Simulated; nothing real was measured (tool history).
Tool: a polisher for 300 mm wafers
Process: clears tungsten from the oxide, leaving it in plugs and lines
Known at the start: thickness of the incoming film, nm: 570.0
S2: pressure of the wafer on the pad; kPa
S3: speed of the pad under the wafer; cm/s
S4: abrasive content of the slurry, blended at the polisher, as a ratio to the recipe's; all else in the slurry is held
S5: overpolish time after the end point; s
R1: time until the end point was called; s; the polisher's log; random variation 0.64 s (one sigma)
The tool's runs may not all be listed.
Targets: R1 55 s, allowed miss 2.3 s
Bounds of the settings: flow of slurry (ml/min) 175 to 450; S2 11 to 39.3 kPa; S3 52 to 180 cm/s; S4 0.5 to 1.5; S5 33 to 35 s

{"run": 1, "hour": 0.0, "flow of slurry (ml/min)": 290, "S2": 24.8, "S3": 116, "S4": 1, "S5": 33, "R1": 114.68}
{"run": 2, "hour": 6.3, "flow of slurry (ml/min)": 290, "S2": 24.8, "S3": 116, "S4": 1, "S5": 35, "R1": 114.51}
{"run": 3, "hour": 10.6, "flow of slurry (ml/min)": 290, "S2": 24.8, "S3": 142, "S4": 1, "S5": 35, "R1": 91.648}
{"run": 4, "hour": 16.9, "flow of slurry (ml/min)": 290, "S2": 28.3, "S3": 144, "S4": 1, "S5": 35, "R1": 80.585}
{"run": 5, "hour": 18.5, "flow of slurry (ml/min)": 290, "S2": 31.7, "S3": 146, "S4": 1, "S5": 35, "R1": 70.343}
{"run": 6, "hour": 22.1, "flow of slurry (ml/min)": 290, "S2": 31.7, "S3": 146, "S4": 0.85, "S5": 35, "R1": 73.497}
{"run": 7, "hour": 25.2, "flow of slurry (ml/min)": 290, "S2": 38.6, "S3": 148, "S4": 0.85, "S5": 35, "R1": 61.303}
{"run": 8, "hour": 27.9, "flow of slurry (ml/min)": 290, "S2": 38.6, "S3": 150, "S4": 0.85, "S5": 35, "R1": 59.836}
{"run": 9, "hour": 34.0, "flow of slurry (ml/min)": 290, "S2": 38.6, "S3": 152, "S4": 0.85, "S5": 35, "R1": 57.424}

Which of these 5 next moves meets every target?
{"run": "A", "hour": 40.1, "flow of slurry (ml/min)": 295, "S2": 38.6, "S3": 152, "S4": 0.8, "S5": 35, "R1": "?"}
{"run": "B", "hour": 40.1, "flow of slurry (ml/min)": 235, "S2": 39.3, "S3": 158, "S4": 0.95, "S5": 33, "R1": "?"}
{"run": "C", "hour": 40.1, "flow of slurry (ml/min)": 240, "S2": 37.2, "S3": 150, "S4": 1, "S5": 33, "R1": "?"}
{"run": "D", "hour": 40.1, "flow of slurry (ml/min)": 250, "S2": 39.3, "S3": 156, "S4": 0.6, "S5": 35, "R1": "?"}
{"run": "E", "hour": 40.1, "flow of slurry (ml/min)": 305, "S2": 35.2, "S3": 170, "S4": 0.7, "S5": 33, "R1": "?"}

move=A R1=60.367
move=B R1=56.477
move=C R1=61.78
move=D R1=62.547
move=E R1=60.801
A: further off than the last run
B: meets every target
C: further off than the last run
D: further off than the last run
E: further off than the last run
Answer: B
